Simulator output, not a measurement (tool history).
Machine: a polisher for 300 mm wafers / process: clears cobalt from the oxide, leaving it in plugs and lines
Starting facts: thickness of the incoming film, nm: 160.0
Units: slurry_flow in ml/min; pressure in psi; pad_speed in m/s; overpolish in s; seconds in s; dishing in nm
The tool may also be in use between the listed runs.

{"run": 1, "hour": 0.0, "slurry_flow": 230, "pressure": 2.1, "pad_speed": 1.08, "overpolish": 29, "seconds": 38.01, "dishing": 44.189}
{"run": 2, "hour": 5.5, "slurry_flow": 230, "pressure": 2.1, "pad_speed": 1.08, "overpolish": 22, "seconds": 39.14, "dishing": 42.235}
{"run": 3, "hour": 12.2, "slurry_flow": 230, "pressure": 2.1, "pad_speed": 1.08, "overpolish": 13, "seconds": 39.02, "dishing": 35.351}
{"run": 4, "hour": 20.7, "slurry_flow": 230, "pressure": 2.6, "pad_speed": 1.08, "overpolish": 13, "seconds": 31.123, "dishing": 37.408}
{"run": 5, "hour": 23.0, "slurry_flow": 230, "pressure": 2.4, "pad_speed": 1.02, "overpolish": 14, "seconds": 35.621, "dishing": 36.624}
{"run": 6, "hour": 29.0, "slurry_flow": 230, "pressure": 2.2, "pad_speed": 0.98, "overpolish": 15, "seconds": 41.247, "dishing": 36.261}
{"run": 7, "hour": 35.9, "slurry_flow": 230, "pressure": 2.0, "pad_speed": 0.96, "overpolish": 16, "seconds": 44.871, "dishing": 34.593}
{"run": 8, "hour": 37.7, "slurry_flow": 230, "pressure": 1.9, "pad_speed": 0.92, "overpolish": 19, "seconds": 49.099, "dishing": 36.484}

Forecast run 9:
{"run": 9, "hour": 44.4, "slurry_flow": 225, "pressure": 1.3, "pad_speed": 0.72, "overpolish": 14, "seconds": "?", "dishing": "?"}

seconds: 92.886 s
dishing: 21.271 nm
